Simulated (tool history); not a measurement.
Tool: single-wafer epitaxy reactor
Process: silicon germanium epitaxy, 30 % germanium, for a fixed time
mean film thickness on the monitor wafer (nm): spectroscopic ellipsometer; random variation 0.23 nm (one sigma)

run,day,wafer temperature setpoint (pyrometer-controlled) (°C),chamber pressure (Pa),mean film thickness on the monitor wafer (nm)
1,0,595,2040,51.109
2,0.196,597,2040,52.336
3,0.5,597,1853,51.401
4,0.775,597,1507,48.88
5,0.938,599,1520,50.519
6,0.988,605,1520,55.981
7,1.075,605,1520,56.053

Run 8 comes next. What will it give?
8,1.225,606,1520,?

Run 8 gave mean film thickness on the monitor wafer (nm) 56.85.
